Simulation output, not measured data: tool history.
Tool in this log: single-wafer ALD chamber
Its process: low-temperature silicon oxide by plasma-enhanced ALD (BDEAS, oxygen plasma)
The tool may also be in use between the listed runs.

run  hour  heater temperature setpoint (K)  number of ALD cycles (cycles)  mean film thickness on the monitor wafer (nm)
  1     0                           378.15                             45                                         6.1994
  2   7.7                           387.15                             45                                         6.0764
  3  16.2                           387.15                             49                                          6.661
  4  22.9                           389.15                             46                                         6.1594
  5  24.5                           391.15                             45                                         6.0448
  6  25.9                           391.15                             48                                          6.415
  7  28.5                           393.15                             46                                         6.2252

Run 8 has not been measured yet. What should we expect?
  8  30.7                           393.15                             39                                              ?

{"run 8": {"mean film thickness on the monitor wafer (nm)": 5.2445}}

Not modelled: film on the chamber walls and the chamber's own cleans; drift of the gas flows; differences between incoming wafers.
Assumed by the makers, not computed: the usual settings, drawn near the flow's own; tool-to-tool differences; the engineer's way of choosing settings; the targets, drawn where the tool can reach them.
